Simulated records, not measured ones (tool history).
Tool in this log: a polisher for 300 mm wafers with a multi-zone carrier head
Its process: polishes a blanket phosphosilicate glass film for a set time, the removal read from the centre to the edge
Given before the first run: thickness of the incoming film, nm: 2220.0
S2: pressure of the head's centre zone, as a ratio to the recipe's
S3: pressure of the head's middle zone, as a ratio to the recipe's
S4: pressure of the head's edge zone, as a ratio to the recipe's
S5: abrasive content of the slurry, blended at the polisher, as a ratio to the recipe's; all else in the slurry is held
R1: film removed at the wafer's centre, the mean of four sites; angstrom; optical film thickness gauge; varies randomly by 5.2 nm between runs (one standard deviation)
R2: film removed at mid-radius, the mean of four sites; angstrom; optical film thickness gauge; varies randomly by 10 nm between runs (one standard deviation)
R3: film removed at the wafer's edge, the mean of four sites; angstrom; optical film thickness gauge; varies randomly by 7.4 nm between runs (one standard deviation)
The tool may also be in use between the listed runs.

{"run": 1, "day": 0.0, "flow of slurry (ml/min)": 175, "S2": 1, "S3": 1, "S4": 1, "S5": 1, "polishing time (s)": 77, "R1": 6127.4, "R2": 6466.4, "R3": 6713.4}
{"run": 2, "day": 0.362, "flow of slurry (ml/min)": 195, "S2": 1.02, "S3": 1.06, "S4": 1.04, "S5": 1.05, "polishing time (s)": 77, "R1": 6409, "R2": 7148.3, "R3": 7054.3}
{"run": 3, "day": 0.662, "flow of slurry (ml/min)": 195, "S2": 1.02, "S3": 1.06, "S4": 1.04, "S5": 1.05, "polishing time (s)": 88, "R1": 7353.3, "R2": 8110.1, "R3": 7942.1}
{"run": 4, "day": 0.938, "flow of slurry (ml/min)": 205, "S2": 1.02, "S3": 1.07, "S4": 1.04, "S5": 1.05, "polishing time (s)": 88, "R1": 7427.6, "R2": 8353.7, "R3": 8000.6}
{"run": 5, "day": 1.175, "flow of slurry (ml/min)": 205, "S2": 1.02, "S3": 1.13, "S4": 1.04, "S5": 1.05, "polishing time (s)": 88, "R1": 7426.4, "R2": 8515.1, "R3": 8067.5}
{"day": 1.421, "done": "centre zone pressure recalibrated"}
{"run": 6, "day": 1.421, "flow of slurry (ml/min)": 205, "S2": 1.02, "S3": 1.13, "S4": 0.99, "S5": 1.05, "polishing time (s)": 88, "R1": 8053.5, "R2": 8526.9, "R3": 7871.7}
{"run": 7, "day": 1.471, "flow of slurry (ml/min)": 200, "S2": 1.01, "S3": 1.14, "S4": 1, "S5": 1.05, "polishing time (s)": 88, "R1": 7991.6, "R2": 8716.2, "R3": 7947.3}

For run 8, what comes out?
{"run": 8, "day": 1.55, "flow of slurry (ml/min)": 200, "S2": 0.99, "S3": 1.13, "S4": 1, "S5": 1.05, "polishing time (s)": 88, "R1": "?", "R2": "?", "R3": "?"}

R1: 7789.9 angstrom
R2: 8686.7 angstrom
R3: 7864.2 angstrom

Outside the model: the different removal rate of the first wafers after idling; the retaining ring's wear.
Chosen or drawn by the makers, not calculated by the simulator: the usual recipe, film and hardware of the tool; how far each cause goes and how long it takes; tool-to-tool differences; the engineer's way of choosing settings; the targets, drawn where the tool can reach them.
